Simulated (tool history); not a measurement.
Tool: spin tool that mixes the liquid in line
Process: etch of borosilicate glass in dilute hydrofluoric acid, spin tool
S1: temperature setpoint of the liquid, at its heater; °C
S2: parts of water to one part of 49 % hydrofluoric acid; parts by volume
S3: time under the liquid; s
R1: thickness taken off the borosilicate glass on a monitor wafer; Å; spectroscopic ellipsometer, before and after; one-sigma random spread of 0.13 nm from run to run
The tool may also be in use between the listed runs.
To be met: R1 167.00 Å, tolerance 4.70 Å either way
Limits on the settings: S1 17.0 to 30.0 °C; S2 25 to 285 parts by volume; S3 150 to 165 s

run,day,S1,S2,S3,R1
1,0.000,22.0,155,150,230.66
2,0.246,22.0,155,150,227.33
3,0.392,21.0,160,150,213.00
4,0.692,21.0,115,150,312.64
5,0.871,21.0,145,150,236.42
6,1.038,20.0,150,150,220.18
7,1.208,19.5,155,150,208.44
8,1.483,19.0,160,150,196.73
# day 1.533: thermometer replaced
9,1.533,18.5,165,150,178.35
10,1.600,18.0,165,150,175.11

Next run, 4 choices. One meets every target within its allowed miss, the rest don't. Which?
A,1.667,17.0,160,165,?
B,1.667,17.0,180,165,?
C,1.667,17.0,150,150,?
D,1.667,19.5,175,160,?

move,R1
A,189.60
B,165.37
C,185.64
D,183.11
A: misses by more than the last run did
B: every result lands within tolerance
C: misses by more than the last run did
D: misses by more than the last run did
B is the move that brings every result within its allowed miss.

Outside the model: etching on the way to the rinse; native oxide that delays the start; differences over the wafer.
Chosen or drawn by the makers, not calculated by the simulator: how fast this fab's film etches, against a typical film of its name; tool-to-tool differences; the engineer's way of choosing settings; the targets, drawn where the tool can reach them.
